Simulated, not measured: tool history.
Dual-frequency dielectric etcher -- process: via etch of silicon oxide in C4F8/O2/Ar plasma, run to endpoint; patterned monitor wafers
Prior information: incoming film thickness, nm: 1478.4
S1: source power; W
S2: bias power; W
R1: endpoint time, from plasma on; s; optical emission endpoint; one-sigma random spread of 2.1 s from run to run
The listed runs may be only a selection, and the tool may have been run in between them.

run,day,S1,S2,R1
1,0,2050,2356,300.88
2,0.35,1970,2332,308.68
3,0.617,1970,2697,294.01
4,0.854,1970,2535,297.93
5,1.162,1670,2535,308.55
6,1.471,1620,2465,313.14
7,1.833,1570,2405,319.5
8,1.95,1530,2369,327.19
9,2.15,1500,2359,329.18
# day 2.308: bias power generator calibrated
10,2.308,1470,2351,321.77

Run 11, settings as shown, results not yet in. Your forecast:
11,2.583,1440,2303,?

R1: 329.67 s

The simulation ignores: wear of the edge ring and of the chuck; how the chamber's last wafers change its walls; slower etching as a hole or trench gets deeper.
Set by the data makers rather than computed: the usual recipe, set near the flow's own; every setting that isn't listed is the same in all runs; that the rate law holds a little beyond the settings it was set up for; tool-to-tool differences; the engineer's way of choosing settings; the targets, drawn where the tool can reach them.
